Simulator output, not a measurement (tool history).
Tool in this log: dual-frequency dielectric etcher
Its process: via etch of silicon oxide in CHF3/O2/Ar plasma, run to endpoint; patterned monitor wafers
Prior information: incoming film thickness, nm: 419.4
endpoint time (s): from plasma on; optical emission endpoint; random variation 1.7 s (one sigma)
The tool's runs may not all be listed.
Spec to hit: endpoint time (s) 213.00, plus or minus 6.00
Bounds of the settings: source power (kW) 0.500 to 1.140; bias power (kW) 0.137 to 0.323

run 1 day=0.000 | source_power_(kW)=0.820 bias_power_(kW)=0.230 | endpoint_time_(s)=163.55
run 2 day=0.138 | source_power_(kW)=0.890 bias_power_(kW)=0.230 | endpoint_time_(s)=157.33
run 3 day=0.458 | source_power_(kW)=1.030 bias_power_(kW)=0.230 | endpoint_time_(s)=149.47
run 4 day=0.554 | source_power_(kW)=1.030 bias_power_(kW)=0.211 | endpoint_time_(s)=153.74
run 5 day=0.646 | source_power_(kW)=0.890 bias_power_(kW)=0.211 | endpoint_time_(s)=162.63
run 6 day=0.671 | source_power_(kW)=0.830 bias_power_(kW)=0.200 | endpoint_time_(s)=173.73
run 7 day=1.021 | source_power_(kW)=0.670 bias_power_(kW)=0.178 | endpoint_time_(s)=197.87
run 8 day=1.112 | source_power_(kW)=0.650 bias_power_(kW)=0.177 | endpoint_time_(s)=200.84
run 9 day=1.200 | source_power_(kW)=0.640 bias_power_(kW)=0.176 | endpoint_time_(s)=200.20
run 10 day=1.354 | source_power_(kW)=0.640 bias_power_(kW)=0.176 | endpoint_time_(s)=201.22
run 11 day=1.683 | source_power_(kW)=0.630 bias_power_(kW)=0.175 | endpoint_time_(s)=200.73
run 12 day=1.800 | source_power_(kW)=0.520 bias_power_(kW)=0.158 | endpoint_time_(s)=229.48
run 13 day=1.900 | source_power_(kW)=0.530 bias_power_(kW)=0.159 | endpoint_time_(s)=229.77
run 14 day=1.950 | source_power_(kW)=0.540 bias_power_(kW)=0.160 | endpoint_time_(s)=224.49
run 15 day=2.258 | source_power_(kW)=0.550 bias_power_(kW)=0.161 | endpoint_time_(s)=222.64
run 16 day=2.508 | source_power_(kW)=0.560 bias_power_(kW)=0.161 | endpoint_time_(s)=223.92
run 17 day=2.758 | source_power_(kW)=0.570 bias_power_(kW)=0.162 | endpoint_time_(s)=216.72

Next run, 5 choices. One meets every target within its allowed miss, the rest don't. Which?
run A day=3.008 | source_power_(kW)=0.540 bias_power_(kW)=0.158 | endpoint_time_(s)=?
run B day=3.008 | source_power_(kW)=0.500 bias_power_(kW)=0.222 | endpoint_time_(s)=?
run C day=3.008 | source_power_(kW)=0.550 bias_power_(kW)=0.158 | endpoint_time_(s)=?
run D day=3.008 | source_power_(kW)=0.660 bias_power_(kW)=0.170 | endpoint_time_(s)=?
run E day=3.008 | source_power_(kW)=0.560 bias_power_(kW)=0.148 | endpoint_time_(s)=?

move=A endpoint_time_(s)=226.29
move=B endpoint_time_(s)=209.94
move=C endpoint_time_(s)=224.21
move=D endpoint_time_(s)=200.38
move=E endpoint_time_(s)=226.87
A: the biggest miss grows against the last run
B: every result lands within tolerance
C: the biggest miss grows against the last run
D: pushes the last run's worst result past its target
E: the biggest miss grows against the last run
Go with B: it meets all targets.
